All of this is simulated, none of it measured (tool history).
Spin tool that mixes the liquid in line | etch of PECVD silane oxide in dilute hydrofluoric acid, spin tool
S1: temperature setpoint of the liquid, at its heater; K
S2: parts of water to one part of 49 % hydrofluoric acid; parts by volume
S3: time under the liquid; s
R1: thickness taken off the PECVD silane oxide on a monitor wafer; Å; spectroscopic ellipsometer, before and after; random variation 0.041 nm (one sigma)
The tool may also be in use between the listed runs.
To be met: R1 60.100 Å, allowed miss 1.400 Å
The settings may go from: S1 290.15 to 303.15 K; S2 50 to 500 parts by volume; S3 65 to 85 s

{"run": 1, "day": 0.0, "S1": 295.15, "S2": 275, "S3": 85, "R1": 52.933}
{"run": 2, "day": 0.354, "S1": 295.15, "S2": 190, "S3": 85, "R1": 82.483}
{"run": 3, "day": 0.475, "S1": 297.15, "S2": 190, "S3": 85, "R1": 89.573}
{"run": 4, "day": 0.542, "S1": 298.65, "S2": 190, "S3": 85, "R1": 94.154}
{"run": 5, "day": 0.733, "S1": 296.65, "S2": 195, "S3": 85, "R1": 85.222}
{"run": 6, "day": 1.008, "S1": 296.65, "S2": 280, "S3": 85, "R1": 53.716}
{"run": 7, "day": 1.167, "S1": 297.65, "S2": 280, "S3": 85, "R1": 55.683}
{"run": 8, "day": 1.475, "S1": 298.15, "S2": 280, "S3": 85, "R1": 58.042}
{"run": 9, "day": 1.712, "S1": 298.65, "S2": 280, "S3": 85, "R1": 58.111}

Which of these 4 next moves meets every target?
{"run": "A", "day": 1.95, "S1": 298.65, "S2": 290, "S3": 85, "R1": "?"}
{"run": "B", "day": 1.95, "S1": 299.65, "S2": 295, "S3": 85, "R1": "?"}
{"run": "C", "day": 1.95, "S1": 292.15, "S2": 180, "S3": 65, "R1": "?"}
{"run": "D", "day": 1.95, "S1": 302.65, "S2": 275, "S3": 70, "R1": "?"}

move=A R1=55.738
move=B R1=56.401
move=C R1=60.292
move=D R1=56.262
A: further off than the last run
B: further off than the last run
C: meets every target
D: further off than the last run
The right move is C.
